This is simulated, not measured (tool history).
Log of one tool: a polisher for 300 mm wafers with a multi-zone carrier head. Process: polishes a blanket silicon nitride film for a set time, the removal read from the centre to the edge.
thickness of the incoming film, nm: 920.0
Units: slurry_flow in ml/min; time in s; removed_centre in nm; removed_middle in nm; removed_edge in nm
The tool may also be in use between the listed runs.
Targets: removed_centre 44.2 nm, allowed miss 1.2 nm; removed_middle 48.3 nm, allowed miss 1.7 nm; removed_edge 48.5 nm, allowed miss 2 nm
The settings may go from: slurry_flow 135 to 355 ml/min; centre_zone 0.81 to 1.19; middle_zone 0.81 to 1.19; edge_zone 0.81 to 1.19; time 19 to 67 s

run 1 hour=0 | slurry_flow=225 centre_zone=1 middle_zone=1 edge_zone=1 time=43 | removed_centre=83.557 removed_middle=85.417 removed_edge=83.983
run 2 hour=4.3 | slurry_flow=220 centre_zone=0.98 middle_zone=0.98 edge_zone=0.98 time=39 | removed_centre=73.735 removed_middle=76.258 removed_edge=74.551
run 3 hour=10.7 | slurry_flow=220 centre_zone=0.98 middle_zone=0.98 edge_zone=0.98 time=31 | removed_centre=58.865 removed_middle=60.609 removed_edge=60.359
run 4 hour=11.5 | slurry_flow=215 centre_zone=0.96 middle_zone=0.96 edge_zone=0.96 time=30 | removed_centre=55.958 removed_middle=57.713 removed_edge=57.74
run 5 hour=16 | slurry_flow=210 centre_zone=0.94 middle_zone=0.94 edge_zone=0.94 time=30 | removed_centre=54.585 removed_middle=55.97 removed_edge=55.197
run 6 hour=23.2 | slurry_flow=165 centre_zone=0.94 middle_zone=0.94 edge_zone=0.94 time=30 | removed_centre=51.327 removed_middle=53.829 removed_edge=54.585
run 7 hour=27.4 | slurry_flow=160 centre_zone=0.92 middle_zone=0.93 edge_zone=0.93 time=30 | removed_centre=49.563 removed_middle=52.095 removed_edge=53.731
run 8 hour=29.5 | slurry_flow=160 centre_zone=0.91 middle_zone=0.93 edge_zone=0.91 time=30 | removed_centre=49.357 removed_middle=52.78 removed_edge=52.8
run 9 hour=31.3 | slurry_flow=155 centre_zone=0.9 middle_zone=0.92 edge_zone=0.9 time=30 | removed_centre=48.09 removed_middle=51.379 removed_edge=53.75
run 10 hour=37.5 | slurry_flow=185 centre_zone=0.89 middle_zone=0.94 edge_zone=0.88 time=25 | removed_centre=41.507 removed_middle=45.746 removed_edge=46.175
run 11 hour=42.3 | slurry_flow=190 centre_zone=0.89 middle_zone=0.94 edge_zone=0.89 time=25 | removed_centre=41.41 removed_middle=46.726 removed_edge=46.386
run 12 hour=47 | slurry_flow=195 centre_zone=0.89 middle_zone=0.94 edge_zone=0.9 time=25 | removed_centre=41.671 removed_middle=46.82 removed_edge=46.159

4 next moves are on the table. One of them brings every result within its allowed miss. Which?
run A hour=51.7 | slurry_flow=255 centre_zone=0.95 middle_zone=1.05 edge_zone=0.83 time=25 | removed_centre=? removed_middle=? removed_edge=?
run B hour=51.7 | slurry_flow=150 centre_zone=0.96 middle_zone=0.93 edge_zone=0.87 time=28 | removed_centre=? removed_middle=? removed_edge=?
run C hour=51.7 | slurry_flow=235 centre_zone=0.92 middle_zone=0.98 edge_zone=0.86 time=26 | removed_centre=? removed_middle=? removed_edge=?
run D hour=51.7 | slurry_flow=230 centre_zone=0.94 middle_zone=1 edge_zone=1.04 time=24 | removed_centre=? removed_middle=? removed_edge=?

move=A removed_centre=46.267 removed_middle=52.437 removed_edge=46.2
move=B removed_centre=47.267 removed_middle=48.412 removed_edge=49.507
move=C removed_centre=46.07 removed_middle=50.909 removed_edge=48.473
move=D removed_centre=43.294 removed_middle=47.642 removed_edge=48.805
A: takes the result that was furthest off past its target
B: takes the result that was furthest off past its target
C: takes the result that was furthest off past its target
D: meets every target
Move D is the one to make.
